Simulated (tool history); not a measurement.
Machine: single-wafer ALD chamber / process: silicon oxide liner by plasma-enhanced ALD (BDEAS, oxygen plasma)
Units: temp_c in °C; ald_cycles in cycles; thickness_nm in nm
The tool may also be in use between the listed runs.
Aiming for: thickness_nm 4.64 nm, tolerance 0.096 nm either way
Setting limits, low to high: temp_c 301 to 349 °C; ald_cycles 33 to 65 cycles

run,day,temp_c,ald_cycles,thickness_nm
1,0,325,49,4.2496
2,0.212,325,50,4.3264
3,0.567,325,51,4.4228
4,0.8,325,52,4.5277
5,1.004,325,48,4.1609
6,1.15,325,49,4.2493
7,1.229,325,50,4.3369
8,1.304,325,51,4.4349
9,1.404,325,52,4.5039

Which single option among these 5 for the next run brings every result within its allowed miss of target? Just one does.
A,1.504,311,55,?
B,1.504,326,50,?
C,1.504,322,50,?
D,1.504,317,53,?
E,1.504,328,56,?

move,thickness_nm
A,4.8499
B,4.3102
C,4.3365
D,4.6316
E,4.8126
A: takes the biggest miss from the last run beyond its target
B: misses by more than the last run did
C: misses by more than the last run did
D: every result lands within tolerance
E: takes the biggest miss from the last run beyond its target
The right move is D.

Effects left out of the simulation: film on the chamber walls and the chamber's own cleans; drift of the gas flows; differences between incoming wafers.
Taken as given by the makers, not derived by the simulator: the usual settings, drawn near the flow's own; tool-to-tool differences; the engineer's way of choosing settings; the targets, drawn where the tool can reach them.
